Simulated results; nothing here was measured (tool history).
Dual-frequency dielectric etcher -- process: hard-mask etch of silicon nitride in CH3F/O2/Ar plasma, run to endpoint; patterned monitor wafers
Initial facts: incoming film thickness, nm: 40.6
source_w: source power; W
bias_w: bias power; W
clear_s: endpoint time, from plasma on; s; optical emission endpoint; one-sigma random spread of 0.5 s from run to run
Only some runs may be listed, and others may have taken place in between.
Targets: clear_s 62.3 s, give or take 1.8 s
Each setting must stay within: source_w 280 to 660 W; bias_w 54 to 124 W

| run | hour | source_w | bias_w | clear_s |
|---|---|---|---|---|
| 1 | 0 | 470 | 89 | 52.542 |
| 2 | 7.7 | 510 | 89 | 49.734 |
| 3 | 11.4 | 460 | 89 | 52.381 |
| 4 | 18.2 | 500 | 89 | 51.074 |
| 5 | 23.8 | 420 | 89 | 53.713 |
| 6 | 31.1 | 480 | 89 | 52.194 |
| 7 | 34.4 | 440 | 84 | 55.084 |
| 8 | 41.6 | 410 | 82 | 56.74 |
| 9 | 43.6 | 390 | 80 | 59.155 |
| 10 | 44.2 | 380 | 79 | 59.658 |

Which of these 4 next moves meets every target?
| A | 44.8 | 370 | 85 | ? |
| B | 44.8 | 370 | 86 | ? |
| C | 44.8 | 370 | 91 | ? |
| D | 44.8 | 370 | 76 | ? |

| move | clear_s |
|---|---|
| A | 58.194 |
| B | 57.87 |
| C | 56.338 |
| D | 61.394 |
A: moves away from the targets compared with the last run
B: moves away from the targets compared with the last run
C: moves away from the targets compared with the last run
D: every result within its allowed miss
So the answer is move D, the one that meets all the targets.
